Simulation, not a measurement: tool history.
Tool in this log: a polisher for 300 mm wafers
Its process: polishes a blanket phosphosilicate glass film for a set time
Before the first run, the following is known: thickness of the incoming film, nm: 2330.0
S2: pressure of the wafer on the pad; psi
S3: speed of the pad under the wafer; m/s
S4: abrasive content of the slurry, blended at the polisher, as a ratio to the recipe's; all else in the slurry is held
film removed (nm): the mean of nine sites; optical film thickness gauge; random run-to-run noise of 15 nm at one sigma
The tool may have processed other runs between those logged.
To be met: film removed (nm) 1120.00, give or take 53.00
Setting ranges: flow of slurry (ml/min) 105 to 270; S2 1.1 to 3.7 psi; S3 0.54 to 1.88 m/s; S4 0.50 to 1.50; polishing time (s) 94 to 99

{"run": 1, "hour": 0.0, "flow of slurry (ml/min)": 175, "S2": 2.4, "S3": 1.2, "S4": 1.0, "polishing time (s)": 94, "film removed (nm)": 596.8}
{"run": 2, "hour": 2.5, "flow of slurry (ml/min)": 175, "S2": 2.4, "S3": 1.2, "S4": 0.9, "polishing time (s)": 94, "film removed (nm)": 561.06}
{"run": 3, "hour": 9.7, "flow of slurry (ml/min)": 175, "S2": 2.6, "S3": 1.24, "S4": 0.9, "polishing time (s)": 94, "film removed (nm)": 624.12}
{"run": 4, "hour": 13.4, "flow of slurry (ml/min)": 145, "S2": 2.6, "S3": 1.24, "S4": 0.9, "polishing time (s)": 94, "film removed (nm)": 613.37}
{"run": 5, "hour": 20.1, "flow of slurry (ml/min)": 115, "S2": 2.6, "S3": 1.24, "S4": 0.9, "polishing time (s)": 94, "film removed (nm)": 584.56}
{"run": 6, "hour": 24.0, "flow of slurry (ml/min)": 120, "S2": 2.8, "S3": 1.28, "S4": 0.9, "polishing time (s)": 94, "film removed (nm)": 632.01}
{"run": 7, "hour": 28.9, "flow of slurry (ml/min)": 125, "S2": 3.0, "S3": 1.34, "S4": 0.9, "polishing time (s)": 94, "film removed (nm)": 714.61}
{"run": 8, "hour": 37.0, "flow of slurry (ml/min)": 130, "S2": 3.1, "S3": 1.38, "S4": 0.9, "polishing time (s)": 94, "film removed (nm)": 755.72}
{"run": 9, "hour": 40.8, "flow of slurry (ml/min)": 135, "S2": 3.2, "S3": 1.42, "S4": 0.9, "polishing time (s)": 94, "film removed (nm)": 819.82}
{"run": 10, "hour": 49.2, "flow of slurry (ml/min)": 140, "S2": 3.3, "S3": 1.44, "S4": 0.9, "polishing time (s)": 94, "film removed (nm)": 856.09}
{"run": 11, "hour": 57.2, "flow of slurry (ml/min)": 145, "S2": 3.4, "S3": 1.46, "S4": 0.9, "polishing time (s)": 94, "film removed (nm)": 907.25}
{"run": 12, "hour": 58.9, "flow of slurry (ml/min)": 150, "S2": 3.5, "S3": 1.48, "S4": 0.9, "polishing time (s)": 94, "film removed (nm)": 924.66}
{"run": 13, "hour": 64.0, "flow of slurry (ml/min)": 150, "S2": 3.5, "S3": 1.52, "S4": 0.9, "polishing time (s)": 94, "film removed (nm)": 962.32}
{"run": 14, "hour": 69.0, "flow of slurry (ml/min)": 150, "S2": 3.5, "S3": 1.54, "S4": 0.9, "polishing time (s)": 94, "film removed (nm)": 975.64}
{"run": 15, "hour": 70.9, "flow of slurry (ml/min)": 150, "S2": 3.5, "S3": 1.56, "S4": 0.9, "polishing time (s)": 94, "film removed (nm)": 983.54}
{"run": 16, "hour": 77.6, "flow of slurry (ml/min)": 150, "S2": 3.5, "S3": 1.58, "S4": 0.9, "polishing time (s)": 94, "film removed (nm)": 992.03}
{"run": 17, "hour": 79.6, "flow of slurry (ml/min)": 150, "S2": 3.5, "S3": 1.6, "S4": 0.9, "polishing time (s)": 94, "film removed (nm)": 1024.9}
{"run": 18, "hour": 86.6, "flow of slurry (ml/min)": 155, "S2": 3.6, "S3": 1.62, "S4": 0.9, "polishing time (s)": 94, "film removed (nm)": 1075.5}

Pick the move, out of 5, that brings all results within their allowed miss; only one does.
{"run": "A", "hour": 93.6, "flow of slurry (ml/min)": 170, "S2": 3.0, "S3": 1.72, "S4": 0.9, "polishing time (s)": 99, "film removed (nm)": "?"}
{"run": "B", "hour": 93.6, "flow of slurry (ml/min)": 190, "S2": 3.6, "S3": 1.4, "S4": 0.9, "polishing time (s)": 94, "film removed (nm)": "?"}
{"run": "C", "hour": 93.6, "flow of slurry (ml/min)": 185, "S2": 3.0, "S3": 1.4, "S4": 1.2, "polishing time (s)": 99, "film removed (nm)": "?"}
{"run": "D", "hour": 93.6, "flow of slurry (ml/min)": 135, "S2": 3.7, "S3": 1.72, "S4": 0.75, "polishing time (s)": 98, "film removed (nm)": "?"}
{"run": "E", "hour": 93.6, "flow of slurry (ml/min)": 145, "S2": 3.7, "S3": 1.72, "S4": 0.9, "polishing time (s)": 96, "film removed (nm)": "?"}

move=A film_removed_(nm)=957.63
move=B film_removed_(nm)=938.42
move=C film_removed_(nm)=967.68
move=D film_removed_(nm)=978.07
move=E film_removed_(nm)=1106.40
A: moves away from the targets compared with the last run
B: moves away from the targets compared with the last run
C: moves away from the targets compared with the last run
D: moves away from the targets compared with the last run
E: in spec on every target
The right move is E.
